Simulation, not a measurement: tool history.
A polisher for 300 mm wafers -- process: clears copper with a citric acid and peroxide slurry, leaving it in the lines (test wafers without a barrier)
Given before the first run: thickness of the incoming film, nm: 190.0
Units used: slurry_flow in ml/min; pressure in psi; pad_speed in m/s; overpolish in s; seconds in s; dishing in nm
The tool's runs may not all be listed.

| run | day | slurry_flow | pressure | pad_speed | slurry_solids | overpolish | seconds | dishing |
|---|---|---|---|---|---|---|---|---|
| 1 | 0 | 250 | 2.2 | 1.4 | 1 | 19 | 85.85 | 30.646 |
| 2 | 0.092 | 200 | 2.2 | 1.4 | 1 | 19 | 86.792 | 30.044 |
| 3 | 0.354 | 200 | 2.6 | 1.4 | 1 | 19 | 74.475 | 35.555 |
| 4 | 0.604 | 190 | 2.3 | 1.54 | 1 | 16 | 77.594 | 28.873 |
| 5 | 0.854 | 190 | 1.8 | 1.54 | 1 | 16 | 98.404 | 23.603 |
| 6 | 1.129 | 205 | 1.8 | 1.58 | 1 | 14 | 97.696 | 21.061 |
| 7 | 1.342 | 245 | 1.8 | 1.66 | 0.95 | 12 | 91.978 | 19.361 |
| 8 | 1.517 | 275 | 1.8 | 1.74 | 0.85 | 11 | 90.846 | 17.68 |
| 9 | 1.775 | 300 | 1.8 | 1.8 | 0.8 | 10 | 88.33 | 16.477 |
| 10 | 1.946 | 320 | 1.8 | 1.86 | 0.75 | 9 | 87.224 | 15.089 |
| 11 | 2.038 | 335 | 1.9 | 1.9 | 0.7 | 8 | 80.305 | 14.349 |
| 12 | 2.204 | 345 | 1.9 | 1.9 | 0.65 | 8 | 82.119 | 14.743 |
| 13 | 2.321 | 355 | 1.9 | 1.96 | 0.6 | 8 | 82.704 | 15.039 |
| 14 | 2.475 | 365 | 1.8 | 1.96 | 0.7 | 8 | 82.663 | 14.142 |
| 15 | 2.712 | 370 | 1.8 | 1.98 | 0.75 | 8 | 80.071 | 14.951 |
| 16 | 3 | 375 | 1.8 | 2 | 0.7 | 8 | 82.376 | 15.31 |
| 17 | 3.238 | 335 | 1.9 | 1.94 | 0.65 | 8 | 80.955 | 14.698 |

For run 18, what comes out?
| 18 | 3.579 | 265 | 2.1 | 1.94 | 0.5 | 6 | ? | ? |

{"run 18": {"seconds": 77.76, "dishing": 11.9}}

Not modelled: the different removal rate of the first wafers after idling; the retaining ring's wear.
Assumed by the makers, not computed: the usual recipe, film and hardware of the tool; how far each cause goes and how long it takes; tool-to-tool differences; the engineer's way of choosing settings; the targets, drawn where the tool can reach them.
